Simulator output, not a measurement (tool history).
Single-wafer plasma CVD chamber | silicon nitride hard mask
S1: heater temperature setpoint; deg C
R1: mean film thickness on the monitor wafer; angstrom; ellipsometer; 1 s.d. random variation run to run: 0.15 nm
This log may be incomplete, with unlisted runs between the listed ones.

Run 1, hour 0.0: S1 410 deg C, chamber pressure (Torr) 2.02, RF power (W) 380, deposition time (s) 36.3. Result: R1 525.15 angstrom.
Run 2, hour 5.6: S1 410 deg C, chamber pressure (Torr) 2.09, RF power (W) 380, deposition time (s) 36.3. Result: R1 529.51 angstrom.
Run 3, hour 14.2: S1 420 deg C, chamber pressure (Torr) 2.09, RF power (W) 380, deposition time (s) 36.3. Result: R1 525.33 angstrom.
Run 4, hour 22.8: S1 420 deg C, chamber pressure (Torr) 2.16, RF power (W) 380, deposition time (s) 36.3. Result: R1 528.38 angstrom.
Run 5, hour 23.6: S1 420 deg C, chamber pressure (Torr) 2.16, RF power (W) 380, deposition time (s) 36.3. Result: R1 531.35 angstrom.
Run 6, hour 27.1: S1 410 deg C, chamber pressure (Torr) 2.16, RF power (W) 380, deposition time (s) 36.3. Result: R1 529.91 angstrom.
Run 7, hour 33.0: S1 410 deg C, chamber pressure (Torr) 2.16, RF power (W) 380, deposition time (s) 36.3. Result: R1 533.24 angstrom.

The next listed run, before its measurement:
Run 8, hour 33.5: S1 410 deg C, chamber pressure (Torr) 2.22, RF power (W) 385, deposition time (s) 36.3. Result: R1 ?.

For run 8 the tool returned R1 541.81 angstrom.
